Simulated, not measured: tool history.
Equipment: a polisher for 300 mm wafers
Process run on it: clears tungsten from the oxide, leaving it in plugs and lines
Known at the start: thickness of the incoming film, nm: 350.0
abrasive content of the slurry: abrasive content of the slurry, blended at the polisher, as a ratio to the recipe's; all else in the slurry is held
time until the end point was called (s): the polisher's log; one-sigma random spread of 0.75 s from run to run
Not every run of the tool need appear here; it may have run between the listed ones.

run	hour	flow of slurry (ml/min)	pressure of the wafer on the pad (psi)	speed of the pad under the wafer (cm/s)	abrasive content of the slurry	overpolish time after the end point (s)	time until the end point was called (s)
1	0.0	220	2.9	90	1.00	9	137.21
2	3.9	220	2.9	90	0.95	9	138.41
3	8.3	220	2.9	90	1.15	9	132.82
4	12.7	220	3.0	90	1.15	9	126.80
5	14.5	220	3.1	90	1.15	9	122.93
6	22.6	220	3.2	90	1.15	9	118.93

Run 7, settings as shown, results not yet in. Your forecast:
7	23.4	220	3.3	90	1.15	9	?

{"run 7": {"time until the end point was called (s)": 115.27}}
